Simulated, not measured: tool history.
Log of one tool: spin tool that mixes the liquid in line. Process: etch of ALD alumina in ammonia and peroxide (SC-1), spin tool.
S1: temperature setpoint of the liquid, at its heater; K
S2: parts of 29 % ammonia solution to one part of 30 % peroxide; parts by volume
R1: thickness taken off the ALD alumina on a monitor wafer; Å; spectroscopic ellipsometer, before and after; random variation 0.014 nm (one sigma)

run 1 hour=0.0 | S1=328.15 S2=0.50 time_under_the_liquid_(s)=90 | R1=38.471
run 2 hour=5.1 | S1=326.65 S2=0.50 time_under_the_liquid_(s)=90 | R1=35.591
run 3 hour=12.7 | S1=325.65 S2=0.50 time_under_the_liquid_(s)=90 | R1=33.773
run 4 hour=17.3 | S1=325.65 S2=0.50 time_under_the_liquid_(s)=90 | R1=33.862
run 5 hour=25.3 | S1=332.15 S2=0.50 time_under_the_liquid_(s)=90 | R1=47.999
run 6 hour=31.3 | S1=332.15 S2=0.35 time_under_the_liquid_(s)=90 | R1=46.069

The next listed run, before its measurement:
run 7 hour=38.7 | S1=329.65 S2=0.35 time_under_the_liquid_(s)=90 | R1=?

R1: 40.440 Å
